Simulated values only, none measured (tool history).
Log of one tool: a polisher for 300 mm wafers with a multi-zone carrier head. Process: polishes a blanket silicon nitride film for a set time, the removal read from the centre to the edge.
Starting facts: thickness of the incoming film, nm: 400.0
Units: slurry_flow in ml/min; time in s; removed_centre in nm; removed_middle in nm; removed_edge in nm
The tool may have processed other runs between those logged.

Run 1, hour 0: slurry_flow 285 ml/min, centre_zone 1, middle_zone 1, edge_zone 1, time 37 s. Result: removed_centre 54.751 nm, removed_middle 52.441 nm, removed_edge 50.917 nm.
Run 2, hour 3.3: slurry_flow 285 ml/min, centre_zone 1, middle_zone 0.95, edge_zone 1, time 37 s. Result: removed_centre 55.809 nm, removed_middle 50.547 nm, removed_edge 51.348 nm.
Run 3, hour 7.2: slurry_flow 315 ml/min, centre_zone 1, middle_zone 0.95, edge_zone 1, time 37 s. Result: removed_centre 54.924 nm, removed_middle 50.762 nm, removed_edge 52.203 nm.
Run 4, hour 14.2: slurry_flow 305 ml/min, centre_zone 0.98, middle_zone 0.94, edge_zone 0.98, time 36 s. Result: removed_centre 52.778 nm, removed_middle 48.865 nm, removed_edge 50.367 nm.
Run 5, hour 17.6: slurry_flow 235 ml/min, centre_zone 0.98, middle_zone 0.94, edge_zone 0.98, time 36 s. Result: removed_centre 51.195 nm, removed_middle 47.083 nm, removed_edge 49.025 nm.
Run 6, hour 18.7: slurry_flow 290 ml/min, centre_zone 0.98, middle_zone 0.94, edge_zone 0.98, time 36 s. Result: removed_centre 53.216 nm, removed_middle 48.084 nm, removed_edge 48.314 nm.
Run 7, hour 22.8: slurry_flow 280 ml/min, centre_zone 0.96, middle_zone 0.93, edge_zone 0.98, time 36 s. Result: removed_centre 51.995 nm, removed_middle 47.947 nm, removed_edge 49.199 nm.
Run 8, hour 30: slurry_flow 275 ml/min, centre_zone 0.95, middle_zone 0.92, edge_zone 0.96, time 36 s. Result: removed_centre 51.804 nm, removed_middle 47.139 nm, removed_edge 49.711 nm.

Run 9 comes next. What will it give?
Run 9, hour 32.5: slurry_flow 270 ml/min, centre_zone 0.95, middle_zone 0.93, edge_zone 0.95, time 35 s. Result: removed_centre ?, removed_middle ?, removed_edge ?.

Run 9 measured removed_centre 49.671 nm, removed_middle 46.971 nm, removed_edge 47.394 nm.

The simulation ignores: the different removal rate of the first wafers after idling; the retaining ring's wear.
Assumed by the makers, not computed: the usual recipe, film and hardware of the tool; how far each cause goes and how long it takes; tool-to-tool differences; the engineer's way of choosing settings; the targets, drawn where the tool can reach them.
